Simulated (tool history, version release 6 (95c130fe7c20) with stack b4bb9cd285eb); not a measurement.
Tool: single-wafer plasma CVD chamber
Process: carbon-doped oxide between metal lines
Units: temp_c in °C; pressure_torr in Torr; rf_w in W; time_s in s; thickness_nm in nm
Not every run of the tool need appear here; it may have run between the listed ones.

Run 1, hour 0: temp_c 345 °C, pressure_torr 5.19 Torr, rf_w 445 W, time_s 19.4 s. Result: thickness_nm 90.591 nm.
Run 2, hour 2.8: temp_c 343 °C, pressure_torr 5.46 Torr, rf_w 465 W, time_s 19.5 s. Result: thickness_nm 95.869 nm.
Run 3, hour 9.7: temp_c 339 °C, pressure_torr 5.46 Torr, rf_w 465 W, time_s 19.5 s. Result: thickness_nm 96.431 nm.
Run 4, hour 11.1: temp_c 338 °C, pressure_torr 5.7 Torr, rf_w 480 W, time_s 19.5 s. Result: thickness_nm 99.786 nm.
Run 5, hour 13: temp_c 330 °C, pressure_torr 5.7 Torr, rf_w 480 W, time_s 19.5 s. Result: thickness_nm 101.91 nm.
Run 6, hour 16.3: temp_c 329 °C, pressure_torr 5.81 Torr, rf_w 485 W, time_s 19.5 s. Result: thickness_nm 103.66 nm.
Run 7, hour 25: temp_c 329 °C, pressure_torr 5.81 Torr, rf_w 485 W, time_s 19.5 s. Result: thickness_nm 104.24 nm.

Expected results for the next run?
Run 8, hour 32: temp_c 329 °C, pressure_torr 5.81 Torr, rf_w 485 W, time_s 19.5 s. Result: thickness_nm ?.

thickness_nm: 103.65 nm

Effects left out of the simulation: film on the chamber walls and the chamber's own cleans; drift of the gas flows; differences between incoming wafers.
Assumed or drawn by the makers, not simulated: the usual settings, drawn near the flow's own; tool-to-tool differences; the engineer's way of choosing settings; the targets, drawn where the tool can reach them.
